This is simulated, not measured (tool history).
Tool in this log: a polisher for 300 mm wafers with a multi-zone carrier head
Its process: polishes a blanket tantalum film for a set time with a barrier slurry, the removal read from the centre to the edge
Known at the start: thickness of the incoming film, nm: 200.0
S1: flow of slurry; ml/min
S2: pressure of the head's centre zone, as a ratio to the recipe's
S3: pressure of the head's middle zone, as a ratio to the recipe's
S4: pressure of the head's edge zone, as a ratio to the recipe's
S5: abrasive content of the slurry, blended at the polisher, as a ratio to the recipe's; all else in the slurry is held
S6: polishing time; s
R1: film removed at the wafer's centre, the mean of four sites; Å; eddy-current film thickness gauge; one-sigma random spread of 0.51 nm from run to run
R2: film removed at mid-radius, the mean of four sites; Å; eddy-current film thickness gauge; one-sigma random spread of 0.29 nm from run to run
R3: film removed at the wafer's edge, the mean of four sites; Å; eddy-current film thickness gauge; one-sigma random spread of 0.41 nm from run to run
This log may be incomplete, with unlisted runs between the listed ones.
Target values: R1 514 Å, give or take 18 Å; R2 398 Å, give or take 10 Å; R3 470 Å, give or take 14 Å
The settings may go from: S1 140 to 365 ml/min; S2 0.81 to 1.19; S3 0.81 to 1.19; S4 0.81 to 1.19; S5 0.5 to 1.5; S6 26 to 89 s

| run | day | S1 | S2 | S3 | S4 | S5 | S6 | R1 | R2 | R3 |
|---|---|---|---|---|---|---|---|---|---|---|
| 1 | 0 | 235 | 1 | 1 | 1 | 1 | 57 | 796 | 786.46 | 797.03 |
| 2 | 0.142 | 235 | 0.96 | 1 | 1 | 1 | 57 | 756.04 | 785.08 | 782.16 |
| 3 | 0.454 | 235 | 1.03 | 1 | 1 | 1 | 57 | 799.81 | 789.82 | 795.62 |
| 4 | 0.608 | 235 | 1.03 | 1 | 1.06 | 1 | 57 | 802.86 | 785.12 | 813.97 |
| 5 | 0.842 | 230 | 1.04 | 0.98 | 1.04 | 0.95 | 54 | 756.89 | 712.45 | 747.64 |
| 6 | 0.933 | 255 | 1.04 | 0.98 | 1.04 | 0.95 | 54 | 774.62 | 734.71 | 750.8 |
|  | 1.179 | slurry nozzle cleaned |
| 7 | 1.179 | 245 | 1.04 | 0.96 | 1.03 | 0.9 | 52 | 762.42 | 708.49 | 727.37 |
| 8 | 1.438 | 220 | 1.08 | 0.86 | 1.1 | 0.65 | 36 | 489.77 | 393.53 | 466.68 |

4 next moves are on the table. One of them brings every result within its allowed miss. Which?
| A | 1.696 | 255 | 1.19 | 0.91 | 1.04 | 0.6 | 35 | ? | ? | ? |
| B | 1.696 | 240 | 1.04 | 0.86 | 1.12 | 0.6 | 37 | ? | ? | ? |
| C | 1.696 | 195 | 1.07 | 0.81 | 1.08 | 0.7 | 38 | ? | ? | ? |
| D | 1.696 | 255 | 1.15 | 0.87 | 1.15 | 0.55 | 37 | ? | ? | ? |

| move | R1 | R2 | R3 |
|---|---|---|---|
| A | 511.58 | 399.15 | 435.49 |
| B | 472.03 | 399.85 | 471.65 |
| C | 505.97 | 398.87 | 491.26 |
| D | 507.8 | 394.41 | 465.13 |
A: the worst result of the last run now meets its target, but another is out of spec
B: the biggest miss grows against the last run
C: the worst result of the last run now meets its target, but another is out of spec
D: all results in spec
Go with D: it meets all targets.

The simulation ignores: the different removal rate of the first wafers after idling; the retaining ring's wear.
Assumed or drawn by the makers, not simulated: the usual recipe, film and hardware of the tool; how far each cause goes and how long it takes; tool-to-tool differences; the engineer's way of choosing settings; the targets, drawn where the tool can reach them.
